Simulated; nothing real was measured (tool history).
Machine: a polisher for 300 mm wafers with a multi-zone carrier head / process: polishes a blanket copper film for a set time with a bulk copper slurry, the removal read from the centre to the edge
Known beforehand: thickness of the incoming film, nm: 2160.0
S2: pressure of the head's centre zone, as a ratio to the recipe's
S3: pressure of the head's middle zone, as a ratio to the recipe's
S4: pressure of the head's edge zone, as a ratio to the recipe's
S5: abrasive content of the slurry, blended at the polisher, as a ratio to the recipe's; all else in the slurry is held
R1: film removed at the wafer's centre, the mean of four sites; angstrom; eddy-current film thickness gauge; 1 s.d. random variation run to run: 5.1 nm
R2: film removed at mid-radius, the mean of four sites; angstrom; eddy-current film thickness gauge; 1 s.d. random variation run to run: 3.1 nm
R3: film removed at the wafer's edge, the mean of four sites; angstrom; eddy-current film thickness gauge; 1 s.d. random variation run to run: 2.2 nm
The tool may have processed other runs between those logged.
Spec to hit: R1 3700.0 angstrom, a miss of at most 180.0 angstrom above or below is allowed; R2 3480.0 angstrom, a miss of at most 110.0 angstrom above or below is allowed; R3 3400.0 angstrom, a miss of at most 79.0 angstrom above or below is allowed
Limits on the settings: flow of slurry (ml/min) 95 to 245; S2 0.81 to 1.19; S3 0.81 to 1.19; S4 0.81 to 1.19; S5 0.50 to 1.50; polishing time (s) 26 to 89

{"run": 1, "hour": 0.0, "flow of slurry (ml/min)": 155, "S2": 1.0, "S3": 1.0, "S4": 1.0, "S5": 1.0, "polishing time (s)": 57, "R1": 6080.0, "R2": 6252.5, "R3": 6431.8}
{"run": 2, "hour": 3.9, "flow of slurry (ml/min)": 125, "S2": 1.0, "S3": 1.0, "S4": 1.0, "S5": 1.0, "polishing time (s)": 57, "R1": 5987.6, "R2": 5945.1, "R3": 6217.2}
{"run": 3, "hour": 5.7, "flow of slurry (ml/min)": 120, "S2": 1.01, "S3": 1.0, "S4": 0.97, "S5": 0.9, "polishing time (s)": 53, "R1": 5427.0, "R2": 5323.1, "R3": 5472.4}
{"run": 4, "hour": 12.6, "flow of slurry (ml/min)": 120, "S2": 1.01, "S3": 1.0, "S4": 0.93, "S5": 0.9, "polishing time (s)": 53, "R1": 5368.8, "R2": 5307.9, "R3": 5460.7}
{"run": 5, "hour": 15.3, "flow of slurry (ml/min)": 120, "S2": 1.01, "S3": 1.0, "S4": 0.98, "S5": 0.9, "polishing time (s)": 53, "R1": 5531.6, "R2": 5241.6, "R3": 5544.5}
{"run": 6, "hour": 20.0, "flow of slurry (ml/min)": 120, "S2": 0.97, "S3": 1.0, "S4": 0.98, "S5": 0.9, "polishing time (s)": 53, "R1": 5262.2, "R2": 5281.8, "R3": 5571.2}
{"hour": 28.8, "done": "slurry nozzle cleaned"}
{"run": 7, "hour": 28.8, "flow of slurry (ml/min)": 120, "S2": 0.98, "S3": 1.01, "S4": 0.96, "S5": 0.85, "polishing time (s)": 50, "R1": 5355.5, "R2": 5210.0, "R3": 5381.2}
{"run": 8, "hour": 36.4, "flow of slurry (ml/min)": 115, "S2": 0.98, "S3": 1.01, "S4": 0.93, "S5": 0.85, "polishing time (s)": 46, "R1": 4786.8, "R2": 4833.8, "R3": 4775.3}
{"run": 9, "hour": 40.6, "flow of slurry (ml/min)": 120, "S2": 0.98, "S3": 1.0, "S4": 0.92, "S5": 0.8, "polishing time (s)": 43, "R1": 4595.2, "R2": 4472.1, "R3": 4444.5}
{"run": 10, "hour": 42.9, "flow of slurry (ml/min)": 125, "S2": 0.97, "S3": 0.99, "S4": 0.91, "S5": 0.75, "polishing time (s)": 41, "R1": 4179.2, "R2": 4176.7, "R3": 4180.1}
{"run": 11, "hour": 43.7, "flow of slurry (ml/min)": 135, "S2": 0.98, "S3": 0.98, "S4": 0.9, "S5": 0.7, "polishing time (s)": 40, "R1": 4110.5, "R2": 4049.9, "R3": 3996.9}
{"run": 12, "hour": 45.4, "flow of slurry (ml/min)": 140, "S2": 0.99, "S3": 0.97, "S4": 0.89, "S5": 0.65, "polishing time (s)": 40, "R1": 4056.9, "R2": 3966.8, "R3": 3936.9}
{"run": 13, "hour": 46.1, "flow of slurry (ml/min)": 145, "S2": 1.0, "S3": 0.96, "S4": 0.88, "S5": 0.6, "polishing time (s)": 39, "R1": 3921.5, "R2": 3813.0, "R3": 3790.0}
{"run": 14, "hour": 47.5, "flow of slurry (ml/min)": 145, "S2": 1.01, "S3": 0.96, "S4": 0.87, "S5": 0.6, "polishing time (s)": 39, "R1": 3983.2, "R2": 3829.4, "R3": 3751.1}
{"run": 15, "hour": 53.5, "flow of slurry (ml/min)": 145, "S2": 1.01, "S3": 0.95, "S4": 0.86, "S5": 0.6, "polishing time (s)": 39, "R1": 4014.6, "R2": 3750.7, "R3": 3741.4}
{"run": 16, "hour": 57.5, "flow of slurry (ml/min)": 145, "S2": 1.01, "S3": 0.95, "S4": 0.85, "S5": 0.6, "polishing time (s)": 39, "R1": 4124.5, "R2": 3731.4, "R3": 3688.2}
{"run": 17, "hour": 66.5, "flow of slurry (ml/min)": 145, "S2": 1.0, "S3": 0.95, "S4": 0.85, "S5": 0.6, "polishing time (s)": 39, "R1": 4012.0, "R2": 3750.0, "R3": 3771.4}
{"run": 18, "hour": 75.5, "flow of slurry (ml/min)": 145, "S2": 1.0, "S3": 0.95, "S4": 0.85, "S5": 0.6, "polishing time (s)": 38, "R1": 3893.0, "R2": 3672.0, "R3": 3616.6}

Of the 4 settings listed for the next run, only one would bring every result within its allowed miss of target. Which one?
{"run": "A", "hour": 84.5, "flow of slurry (ml/min)": 100, "S2": 1.05, "S3": 1.0, "S4": 0.86, "S5": 0.55, "polishing time (s)": 38, "R1": "?", "R2": "?", "R3": "?"}
{"run": "B", "hour": 84.5, "flow of slurry (ml/min)": 140, "S2": 0.97, "S3": 0.99, "S4": 0.86, "S5": 0.5, "polishing time (s)": 39, "R1": "?", "R2": "?", "R3": "?"}
{"run": "C", "hour": 84.5, "flow of slurry (ml/min)": 140, "S2": 1.01, "S3": 0.81, "S4": 0.91, "S5": 0.65, "polishing time (s)": 39, "R1": "?", "R2": "?", "R3": "?"}
{"run": "D", "hour": 84.5, "flow of slurry (ml/min)": 145, "S2": 1.03, "S3": 0.99, "S4": 0.81, "S5": 0.75, "polishing time (s)": 36, "R1": "?", "R2": "?", "R3": "?"}

move=A R1=3673.2 R2=3473.9 R3=3422.1
move=B R1=3687.9 R2=3679.6 R3=3589.7
move=C R1=4044.7 R2=3300.7 R3=3912.3
move=D R1=3952.4 R2=3736.2 R3=3544.7
A: each result inside its tolerance
B: moves toward the targets from the last run without getting all of them in spec
C: the biggest miss grows against the last run
D: moves toward the targets from the last run without getting all of them in spec
A is the move that brings every result within its allowed miss.

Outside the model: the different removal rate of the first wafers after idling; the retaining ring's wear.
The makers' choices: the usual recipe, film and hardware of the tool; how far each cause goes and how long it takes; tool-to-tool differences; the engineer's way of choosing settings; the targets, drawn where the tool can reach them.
